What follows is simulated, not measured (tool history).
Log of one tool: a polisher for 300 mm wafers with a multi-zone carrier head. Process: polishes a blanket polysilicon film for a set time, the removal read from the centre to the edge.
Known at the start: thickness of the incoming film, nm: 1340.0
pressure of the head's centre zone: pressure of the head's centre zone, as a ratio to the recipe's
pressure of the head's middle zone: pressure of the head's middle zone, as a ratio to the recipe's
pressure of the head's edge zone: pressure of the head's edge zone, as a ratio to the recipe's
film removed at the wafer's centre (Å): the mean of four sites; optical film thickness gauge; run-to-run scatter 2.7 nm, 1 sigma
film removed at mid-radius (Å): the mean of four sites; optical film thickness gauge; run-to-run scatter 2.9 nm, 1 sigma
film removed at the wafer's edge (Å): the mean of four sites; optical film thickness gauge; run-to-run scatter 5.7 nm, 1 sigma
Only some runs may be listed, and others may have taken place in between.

| run | hour | flow of slurry (ml/min) | pressure of the head's centre zone | pressure of the head's middle zone | pressure of the head's edge zone | polishing time (s) | film removed at the wafer's centre (Å) | film removed at mid-radius (Å) | film removed at the wafer's edge (Å) |
|---|---|---|---|---|---|---|---|---|---|
| 1 | 0 | 235 | 1 | 1 | 1 | 47 | 3459.9 | 3393.2 | 3378.5 |
| 2 | 6.6 | 235 | 1 | 1 | 1 | 42 | 3051.4 | 3018.8 | 2976.3 |
| 3 | 15.2 | 235 | 1 | 1.04 | 1 | 42 | 3079.3 | 3122.8 | 2979.9 |
| 4 | 16.7 | 235 | 1 | 0.96 | 1 | 42 | 3045.5 | 2927.9 | 3064.1 |
| 5 | 18.1 | 235 | 0.95 | 0.96 | 1 | 42 | 2964.9 | 2943.4 | 3003.9 |
| 6 | 25.4 | 225 | 0.9 | 0.99 | 1.07 | 45 | 2981.1 | 3149 | 3321.2 |
| 7 | 32.5 | 240 | 0.88 | 1.03 | 1.11 | 46 | 3059.2 | 3396.4 | 3511.8 |
| 8 | 41.2 | 240 | 0.88 | 1.03 | 1.11 | 46 | 3057.1 | 3372.1 | 3478.4 |

Run 9 has not been measured yet. What should we expect?
| 9 | 42.1 | 255 | 0.86 | 1.05 | 1.14 | 47 | ? | ? | ? |

film removed at the wafer's centre (Å): 3111.8
film removed at mid-radius (Å): 3538.3
film removed at the wafer's edge (Å): 3735.2
